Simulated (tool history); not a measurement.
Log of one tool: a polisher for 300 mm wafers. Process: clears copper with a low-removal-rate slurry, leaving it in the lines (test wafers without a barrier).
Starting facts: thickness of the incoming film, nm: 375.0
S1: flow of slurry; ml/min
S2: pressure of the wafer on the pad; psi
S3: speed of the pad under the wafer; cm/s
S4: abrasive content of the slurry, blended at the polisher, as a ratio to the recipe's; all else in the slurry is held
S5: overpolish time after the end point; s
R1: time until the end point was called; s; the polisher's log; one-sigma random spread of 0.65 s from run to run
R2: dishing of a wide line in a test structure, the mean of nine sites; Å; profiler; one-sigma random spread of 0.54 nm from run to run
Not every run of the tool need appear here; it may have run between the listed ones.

run    day   S1   S2   S3  S4  S5      R1      R2
  1      0  250  2.3  136   1  13  137.64  264.28
  2  0.358  255  2.6  136   1  12  120.05  280.78
  3  0.646  255  2.1  136   1  12  146.98  228.63
  4  0.996  265  2.5  136   1  11  126.93  250.57
  5  1.358  265  2.5  120   1  11  134.95  225.55
  6  1.521  275  2.8  122   1  10  118.98  229.58
  7  1.571  280    3  124   1  10  109.83  259.55
  8    1.8  280  3.2  128   1   9  100.63  256.78
  9  2.033  285  3.3  132   1   9  96.229  262.28
 10  2.125  285  3.4  136   1   9  92.044  278.08
 11  2.262  285  3.5  140   1   9  88.675  282.56
 12  2.479  290  3.5  144   1   9  86.716  297.38
 13  2.842  290  3.5  148   1   9  84.763  298.23
 14  3.088  290  3.5  150   1   9  84.503  298.27

The next listed run, before its measurement:
 15  3.183  290  3.5  152   1   9   ?   ?

Run 15 came out at R1 83.528 s, R2 297.08 Å.
